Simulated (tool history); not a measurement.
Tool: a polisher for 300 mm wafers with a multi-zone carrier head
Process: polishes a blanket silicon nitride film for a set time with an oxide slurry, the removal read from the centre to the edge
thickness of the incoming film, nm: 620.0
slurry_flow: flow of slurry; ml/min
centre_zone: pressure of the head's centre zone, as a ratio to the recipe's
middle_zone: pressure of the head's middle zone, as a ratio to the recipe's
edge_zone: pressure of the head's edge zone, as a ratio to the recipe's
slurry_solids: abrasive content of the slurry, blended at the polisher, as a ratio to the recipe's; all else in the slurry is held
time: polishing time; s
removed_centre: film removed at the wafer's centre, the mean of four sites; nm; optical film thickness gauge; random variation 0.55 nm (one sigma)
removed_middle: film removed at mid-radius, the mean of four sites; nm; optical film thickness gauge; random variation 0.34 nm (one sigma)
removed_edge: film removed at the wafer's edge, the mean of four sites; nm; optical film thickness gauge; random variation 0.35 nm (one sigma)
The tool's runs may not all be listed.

Run 1, hour 0: slurry_flow 175 ml/min, centre_zone 1, middle_zone 1, edge_zone 1, slurry_solids 1, time 80 s. Result: removed_centre 68.656 nm, removed_middle 71.486 nm, removed_edge 69.276 nm.
Run 2, hour 5: slurry_flow 175 ml/min, centre_zone 1, middle_zone 1, edge_zone 1, slurry_solids 1.1, time 80 s. Result: removed_centre 71.801 nm, removed_middle 75.035 nm, removed_edge 71.724 nm.
Run 3, hour 6.7: slurry_flow 165 ml/min, centre_zone 0.97, middle_zone 0.96, edge_zone 0.97, slurry_solids 0.95, time 80 s. Result: removed_centre 64.144 nm, removed_middle 67.732 nm, removed_edge 66.545 nm.
Run 4, hour 8.2: slurry_flow 155 ml/min, centre_zone 0.96, middle_zone 0.93, edge_zone 0.96, slurry_solids 0.85, time 79 s. Result: removed_centre 60.075 nm, removed_middle 60.389 nm, removed_edge 61.191 nm.
Run 5, hour 15.5: slurry_flow 155 ml/min, centre_zone 0.96, middle_zone 1.01, edge_zone 0.96, slurry_solids 0.85, time 79 s. Result: removed_centre 59.432 nm, removed_middle 65.289 nm, removed_edge 61.599 nm.
Run 6, hour 23.6: slurry_flow 155 ml/min, centre_zone 1.02, middle_zone 1.01, edge_zone 0.96, slurry_solids 0.85, time 79 s. Result: removed_centre 62.306 nm, removed_middle 65.053 nm, removed_edge 61.288 nm.
Run 7, hour 24.8: slurry_flow 145 ml/min, centre_zone 0.98, middle_zone 0.97, edge_zone 0.96, slurry_solids 0.75, time 79 s. Result: removed_centre 55.147 nm, removed_middle 59.098 nm, removed_edge 57.806 nm.

The next listed run, before its measurement:
At hour 29: edge zone pressure recalibrated.
Run 8, hour 29: slurry_flow 145 ml/min, centre_zone 0.98, middle_zone 0.97, edge_zone 0.96, slurry_solids 0.75, time 79 s. Result: removed_centre ?, removed_middle ?, removed_edge ?.

{"run 8": {"removed_centre": 56.065, "removed_middle": 59.352, "removed_edge": 58.851}}
